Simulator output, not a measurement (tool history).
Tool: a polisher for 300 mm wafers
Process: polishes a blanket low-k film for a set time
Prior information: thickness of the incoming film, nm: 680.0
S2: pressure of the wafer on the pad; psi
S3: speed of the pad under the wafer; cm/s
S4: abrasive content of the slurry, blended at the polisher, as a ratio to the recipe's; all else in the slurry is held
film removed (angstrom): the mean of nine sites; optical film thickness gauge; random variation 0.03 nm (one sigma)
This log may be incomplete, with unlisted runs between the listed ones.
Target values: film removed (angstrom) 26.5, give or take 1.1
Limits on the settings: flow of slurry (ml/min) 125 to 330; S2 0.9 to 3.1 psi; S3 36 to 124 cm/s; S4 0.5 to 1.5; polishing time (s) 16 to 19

run 1 day=0 | flow_of_slurry_(ml/min)=210 S2=2 S3=80 S4=1 polishing_time_(s)=19 | film_removed_(angstrom)=70.351
run 2 day=0.312 | flow_of_slurry_(ml/min)=210 S2=1.9 S3=76 S4=1 polishing_time_(s)=19 | film_removed_(angstrom)=65.269
run 3 day=0.629 | flow_of_slurry_(ml/min)=210 S2=1.8 S3=72 S4=1 polishing_time_(s)=19 | film_removed_(angstrom)=57.655
run 4 day=0.942 | flow_of_slurry_(ml/min)=210 S2=2.2 S3=72 S4=1 polishing_time_(s)=19 | film_removed_(angstrom)=70.633
run 5 day=1.15 | flow_of_slurry_(ml/min)=210 S2=2.2 S3=78 S4=1 polishing_time_(s)=19 | film_removed_(angstrom)=76.484
run 6 day=1.333 | flow_of_slurry_(ml/min)=210 S2=2.2 S3=78 S4=1 polishing_time_(s)=16 | film_removed_(angstrom)=64.286
run 7 day=1.612 | flow_of_slurry_(ml/min)=210 S2=2.1 S3=74 S4=1 polishing_time_(s)=16 | film_removed_(angstrom)=59.866
run 8 day=1.925 | flow_of_slurry_(ml/min)=210 S2=2 S3=72 S4=1 polishing_time_(s)=16 | film_removed_(angstrom)=55.588
run 9 day=2.146 | flow_of_slurry_(ml/min)=210 S2=1.9 S3=70 S4=1 polishing_time_(s)=16 | film_removed_(angstrom)=50.294
-- day=2.471 slurry nozzle cleaned
run 10 day=2.471 | flow_of_slurry_(ml/min)=210 S2=1.8 S3=70 S4=1 polishing_time_(s)=16 | film_removed_(angstrom)=51.227
run 11 day=2.817 | flow_of_slurry_(ml/min)=210 S2=1.7 S3=68 S4=1 polishing_time_(s)=16 | film_removed_(angstrom)=47.082
run 12 day=3.171 | flow_of_slurry_(ml/min)=210 S2=1.6 S3=66 S4=1 polishing_time_(s)=16 | film_removed_(angstrom)=43.806

Pick the move, out of 5, that brings all results within their allowed miss; only one does.
run A day=3.525 | flow_of_slurry_(ml/min)=185 S2=1.1 S3=68 S4=0.85 polishing_time_(s)=17 | film_removed_(angstrom)=?
run B day=3.525 | flow_of_slurry_(ml/min)=220 S2=1.1 S3=66 S4=0.95 polishing_time_(s)=16 | film_removed_(angstrom)=?
run C day=3.525 | flow_of_slurry_(ml/min)=205 S2=1 S3=50 S4=1.15 polishing_time_(s)=16 | film_removed_(angstrom)=?
run D day=3.525 | flow_of_slurry_(ml/min)=190 S2=1.3 S3=70 S4=0.7 polishing_time_(s)=16 | film_removed_(angstrom)=?
run E day=3.525 | flow_of_slurry_(ml/min)=220 S2=1.1 S3=52 S4=1.15 polishing_time_(s)=17 | film_removed_(angstrom)=?

move=A film_removed_(angstrom)=28.883
move=B film_removed_(angstrom)=29.772
move=C film_removed_(angstrom)=24.883
move=D film_removed_(angstrom)=26.977
move=E film_removed_(angstrom)=30.051
A: moves toward the targets from the last run without getting all of them in spec
B: moves toward the targets from the last run without getting all of them in spec
C: carries the result that was furthest off beyond its target, to the other side
D: in spec on every target
E: moves toward the targets from the last run without getting all of them in spec
Go with D: it meets all targets.
